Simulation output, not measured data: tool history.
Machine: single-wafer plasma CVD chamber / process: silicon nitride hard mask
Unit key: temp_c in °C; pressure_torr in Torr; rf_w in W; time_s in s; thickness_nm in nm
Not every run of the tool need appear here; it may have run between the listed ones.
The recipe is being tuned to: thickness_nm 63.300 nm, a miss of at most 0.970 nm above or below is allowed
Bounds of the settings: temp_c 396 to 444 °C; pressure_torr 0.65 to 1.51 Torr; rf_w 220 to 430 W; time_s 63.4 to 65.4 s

Run 1, hour 0.0: temp_c 420 °C, pressure_torr 1.08 Torr, rf_w 325 W, time_s 63.4 s. Result: thickness_nm 68.218 nm.
Run 2, hour 8.6: temp_c 420 °C, pressure_torr 1.17 Torr, rf_w 325 W, time_s 63.4 s. Result: thickness_nm 70.635 nm.
Run 3, hour 15.2: temp_c 420 °C, pressure_torr 1.09 Torr, rf_w 325 W, time_s 63.4 s. Result: thickness_nm 68.684 nm.
Run 4, hour 19.8: temp_c 420 °C, pressure_torr 1.09 Torr, rf_w 325 W, time_s 63.4 s. Result: thickness_nm 68.894 nm.
Run 5, hour 27.3: temp_c 420 °C, pressure_torr 0.95 Torr, rf_w 325 W, time_s 63.4 s. Result: thickness_nm 66.490 nm.
At hour 32.9: thermocouple changed; heater temperature recalibrated.
Run 6, hour 32.9: temp_c 420 °C, pressure_torr 0.91 Torr, rf_w 325 W, time_s 63.4 s. Result: thickness_nm 65.245 nm.
Run 7, hour 36.1: temp_c 420 °C, pressure_torr 0.89 Torr, rf_w 325 W, time_s 63.4 s. Result: thickness_nm 64.536 nm.
Run 8, hour 38.9: temp_c 420 °C, pressure_torr 0.88 Torr, rf_w 325 W, time_s 63.4 s. Result: thickness_nm 64.492 nm.

Which one of the following 5 next-run settings gets every result inside its allowed miss? There is exactly one.
Run A, hour 41.7: temp_c 417 °C, pressure_torr 0.78 Torr, rf_w 335 W, time_s 64.2 s. Result: thickness_nm ?.
Run B, hour 41.7: temp_c 424 °C, pressure_torr 0.86 Torr, rf_w 330 W, time_s 64.0 s. Result: thickness_nm ?.
Run C, hour 41.7: temp_c 420 °C, pressure_torr 0.89 Torr, rf_w 330 W, time_s 63.4 s. Result: thickness_nm ?.
Run D, hour 41.7: temp_c 427 °C, pressure_torr 0.82 Torr, rf_w 345 W, time_s 64.1 s. Result: thickness_nm ?.
Run E, hour 41.7: temp_c 424 °C, pressure_torr 0.86 Torr, rf_w 335 W, time_s 64.7 s. Result: thickness_nm ?.

move  thickness_nm
   A        63.634
   B        64.808
   C        65.092
   D        65.322
   E        66.053
A: every result within its allowed miss
B: further off than the last run
C: further off than the last run
D: further off than the last run
E: further off than the last run
Go with A: it meets all targets.
